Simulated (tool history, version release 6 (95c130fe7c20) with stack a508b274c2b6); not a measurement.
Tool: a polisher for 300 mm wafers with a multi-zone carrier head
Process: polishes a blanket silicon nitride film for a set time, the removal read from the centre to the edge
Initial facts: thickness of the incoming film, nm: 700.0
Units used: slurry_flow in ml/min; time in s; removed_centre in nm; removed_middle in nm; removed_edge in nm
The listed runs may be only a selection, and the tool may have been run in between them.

{"run": 1, "day": 0.0, "slurry_flow": 250, "centre_zone": 1.0, "middle_zone": 1.0, "edge_zone": 1.0, "time": 55, "removed_centre": 106.26, "removed_middle": 108.91, "removed_edge": 110.47}
{"run": 2, "day": 0.338, "slurry_flow": 255, "centre_zone": 1.01, "middle_zone": 1.01, "edge_zone": 1.02, "time": 57, "removed_centre": 111.0, "removed_middle": 116.07, "removed_edge": 116.5}
{"run": 3, "day": 0.667, "slurry_flow": 260, "centre_zone": 1.03, "middle_zone": 1.01, "edge_zone": 1.04, "time": 59, "removed_centre": 116.26, "removed_middle": 118.43, "removed_edge": 120.09}
{"run": 4, "day": 0.742, "slurry_flow": 260, "centre_zone": 1.03, "middle_zone": 1.01, "edge_zone": 1.04, "time": 53, "removed_centre": 104.07, "removed_middle": 106.62, "removed_edge": 108.85}
{"run": 5, "day": 0.883, "slurry_flow": 265, "centre_zone": 1.04, "middle_zone": 1.01, "edge_zone": 1.06, "time": 56, "removed_centre": 112.18, "removed_middle": 114.4, "removed_edge": 115.77}
{"run": 6, "day": 0.958, "slurry_flow": 265, "centre_zone": 1.04, "middle_zone": 1.01, "edge_zone": 0.99, "time": 56, "removed_centre": 113.09, "removed_middle": 112.74, "removed_edge": 111.88}
{"run": 7, "day": 1.104, "slurry_flow": 265, "centre_zone": 1.05, "middle_zone": 1.01, "edge_zone": 1.01, "time": 58, "removed_centre": 117.48, "removed_middle": 117.37, "removed_edge": 117.39}

Run 8 comes next. What will it give?
{"run": 8, "day": 1.171, "slurry_flow": 270, "centre_zone": 1.06, "middle_zone": 1.01, "edge_zone": 1.03, "time": 60, "removed_centre": "?", "removed_middle": "?", "removed_edge": "?"}

Run 8 produced removed_centre 121.62 nm, removed_middle 121.91 nm, removed_edge 121.39 nm.
